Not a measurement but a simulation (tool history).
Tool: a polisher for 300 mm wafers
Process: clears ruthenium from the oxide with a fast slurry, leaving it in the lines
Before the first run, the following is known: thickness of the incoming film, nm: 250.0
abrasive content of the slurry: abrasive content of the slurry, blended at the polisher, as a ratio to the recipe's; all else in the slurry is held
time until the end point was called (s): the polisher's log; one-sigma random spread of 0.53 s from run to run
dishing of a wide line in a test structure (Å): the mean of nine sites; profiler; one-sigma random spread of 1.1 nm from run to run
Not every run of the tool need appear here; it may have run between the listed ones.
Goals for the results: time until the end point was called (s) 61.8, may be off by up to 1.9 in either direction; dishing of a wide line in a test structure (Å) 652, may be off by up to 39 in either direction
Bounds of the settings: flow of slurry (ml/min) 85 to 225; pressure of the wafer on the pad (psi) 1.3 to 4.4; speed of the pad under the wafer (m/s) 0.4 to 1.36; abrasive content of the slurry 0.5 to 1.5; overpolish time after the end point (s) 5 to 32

run  hour  flow of slurry (ml/min)  pressure of the wafer on the pad (psi)  speed of the pad under the wafer (m/s)  abrasive content of the slurry  overpolish time after the end point (s)  time until the end point was called (s)  dishing of a wide line in a test structure (Å)
  1     0                      145                                     2.8                                    0.88                               1                                       16                                   66.114                                          407.55
  2   6.3                      145                                     2.8                                    0.88                               1                                       18                                   67.054                                          465.11
  3     9                      145                                     2.8                                    0.96                               1                                       18                                   63.111                                          464.91
  4  14.4                      150                                     2.8                                    0.96                               1                                       20                                   62.384                                           528.5
  5    16                      150                                     3.3                                    0.96                               1                                       20                                   53.783                                           573.4
  6  23.8                      150                                     3.7                                    0.96                               1                                       20                                   47.854                                           605.5
  7  28.5                      150                                     3.7                                    0.96                               1                                       20                                   48.214                                          613.16
  8  31.7                      145                                     3.5                                    0.96                               1                                       21                                   51.431                                          614.29

Exercise: of the 5 proposed moves below, exactly one satisfies all targets within the stated allowed misses. Which move is it?
  A  34.9                      135                                       3                                    0.88                            1.05                                       27                                        ?                                               ?
  B  34.9                      120                                     3.1                                    0.74                            1.05                                       30                                        ?                                               ?
  C  34.9                      135                                     3.1                                     0.8                            0.95                                       29                                        ?                                               ?
  D  34.9                      150                                       3                                    0.86                            0.95                                       23                                        ?                                               ?
  E  34.9                      150                                     3.2                                    0.64                             1.1                                       30                                        ?                                               ?

move  time until the end point was called (s)  dishing of a wide line in a test structure (Å)
   A                                   61.758                                          642.14
   B                                   67.681                                          647.42
   C                                   66.723                                          639.89
   D                                   64.801                                          563.14
   E                                   66.493                                          654.21
A: every result within its allowed miss
B: pushes the last run's worst result past its target
C: pushes the last run's worst result past its target
D: pushes the last run's worst result past its target
E: pushes the last run's worst result past its target
Go with A: it meets all targets.

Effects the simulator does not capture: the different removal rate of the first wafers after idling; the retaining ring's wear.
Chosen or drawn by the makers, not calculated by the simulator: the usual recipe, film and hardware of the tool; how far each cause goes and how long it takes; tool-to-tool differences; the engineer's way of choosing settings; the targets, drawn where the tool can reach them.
